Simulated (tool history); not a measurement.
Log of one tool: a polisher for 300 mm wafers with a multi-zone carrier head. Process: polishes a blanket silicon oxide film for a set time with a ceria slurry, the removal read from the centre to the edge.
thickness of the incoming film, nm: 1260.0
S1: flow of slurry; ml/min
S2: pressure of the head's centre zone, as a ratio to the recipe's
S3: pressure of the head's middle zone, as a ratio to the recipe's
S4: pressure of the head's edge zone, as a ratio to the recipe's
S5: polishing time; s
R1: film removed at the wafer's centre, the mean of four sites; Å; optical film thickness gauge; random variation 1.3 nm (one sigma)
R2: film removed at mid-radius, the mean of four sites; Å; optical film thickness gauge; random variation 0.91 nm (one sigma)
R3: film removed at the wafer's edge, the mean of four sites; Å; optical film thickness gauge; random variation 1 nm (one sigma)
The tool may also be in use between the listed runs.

Run 1, hour 0: S1 140 ml/min, S2 1, S3 1, S4 1, S5 34 s. Result: R1 1012 Å, R2 981.73 Å, R3 983.42 Å.
Run 2, hour 7: S1 140 ml/min, S2 0.92, S3 1, S4 1, S5 34 s. Result: R1 911.53 Å, R2 979.41 Å, R3 981.74 Å.
Run 3, hour 12.6: S1 140 ml/min, S2 0.92, S3 1, S4 1, S5 28 s. Result: R1 762.49 Å, R2 796.88 Å, R3 805.71 Å.
Run 4, hour 19: S1 140 ml/min, S2 0.92, S3 1, S4 1, S5 31 s. Result: R1 832.8 Å, R2 890.7 Å, R3 898.57 Å.
Run 5, hour 27.4: S1 140 ml/min, S2 0.92, S3 1, S4 0.92, S5 31 s. Result: R1 825.86 Å, R2 885.43 Å, R3 854.51 Å.
Run 6, hour 33.2: S1 140 ml/min, S2 0.98, S3 1, S4 0.92, S5 31 s. Result: R1 890.4 Å, R2 881.42 Å, R3 876.57 Å.
Run 7, hour 39.1: S1 150 ml/min, S2 0.99, S3 1.03, S4 0.97, S5 33 s. Result: R1 986.17 Å, R2 980.11 Å, R3 955.07 Å.

The next listed run, before its measurement:
Run 8, hour 40.7: S1 160 ml/min, S2 0.99, S3 1.06, S4 1.01, S5 34 s. Result: R1 ?, R2 ?, R3 ?.

R1: 1020.8 Å
R2: 1053.3 Å
R3: 1000.1 Å
